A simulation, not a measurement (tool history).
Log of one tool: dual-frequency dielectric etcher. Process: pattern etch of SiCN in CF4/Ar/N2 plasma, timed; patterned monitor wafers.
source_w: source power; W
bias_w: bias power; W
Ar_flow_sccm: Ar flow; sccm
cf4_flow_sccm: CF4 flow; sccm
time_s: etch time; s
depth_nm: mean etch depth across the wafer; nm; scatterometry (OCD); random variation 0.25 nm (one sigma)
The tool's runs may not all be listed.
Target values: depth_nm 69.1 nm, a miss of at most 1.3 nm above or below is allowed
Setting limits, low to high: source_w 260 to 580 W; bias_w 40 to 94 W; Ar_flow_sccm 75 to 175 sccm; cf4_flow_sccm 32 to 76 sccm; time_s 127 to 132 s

| run | day | source_w | bias_w | Ar_flow_sccm | cf4_flow_sccm | time_s | depth_nm |
|---|---|---|---|---|---|---|---|
| 1 | 0 | 420 | 67 | 125 | 54 | 127 | 95.929 |
| 2 | 0.346 | 400 | 67 | 125 | 54 | 127 | 90.056 |
| 3 | 0.504 | 390 | 67 | 125 | 54 | 127 | 88.334 |
| 4 | 0.562 | 390 | 67 | 125 | 48 | 127 | 86.207 |
| 5 | 0.833 | 380 | 67 | 125 | 48 | 127 | 83.904 |
| 6 | 0.879 | 380 | 67 | 125 | 48 | 127 | 83.987 |
| 7 | 1.162 | 300 | 66 | 125 | 48 | 127 | 64.62 |
| 8 | 1.183 | 300 | 66 | 125 | 48 | 127 | 64.404 |
| 9 | 1.338 | 300 | 66 | 125 | 48 | 127 | 64.241 |
| 10 | 1.4 | 300 | 66 | 125 | 48 | 127 | 64.514 |
| 11 | 1.458 | 310 | 66 | 125 | 48 | 127 | 66.724 |

Exercise: of the 5 proposed moves below, exactly one satisfies all targets within the stated allowed misses. Which move is it?
| A | 1.517 | 340 | 55 | 119 | 47 | 127 | ? |
| B | 1.517 | 290 | 66 | 111 | 51 | 132 | ? |
| C | 1.517 | 310 | 66 | 132 | 48 | 128.5 | ? |
| D | 1.517 | 330 | 43 | 121 | 65 | 127 | ? |
| E | 1.517 | 300 | 64 | 145 | 50 | 131.5 | ? |

| move | depth_nm |
|---|---|
| A | 68.789 |
| B | 65.826 |
| C | 66.577 |
| D | 64.277 |
| E | 64.293 |
A: every result within its allowed miss
B: misses by more than the last run did
C: misses by more than the last run did
D: misses by more than the last run did
E: misses by more than the last run did
Move A is the one to make.

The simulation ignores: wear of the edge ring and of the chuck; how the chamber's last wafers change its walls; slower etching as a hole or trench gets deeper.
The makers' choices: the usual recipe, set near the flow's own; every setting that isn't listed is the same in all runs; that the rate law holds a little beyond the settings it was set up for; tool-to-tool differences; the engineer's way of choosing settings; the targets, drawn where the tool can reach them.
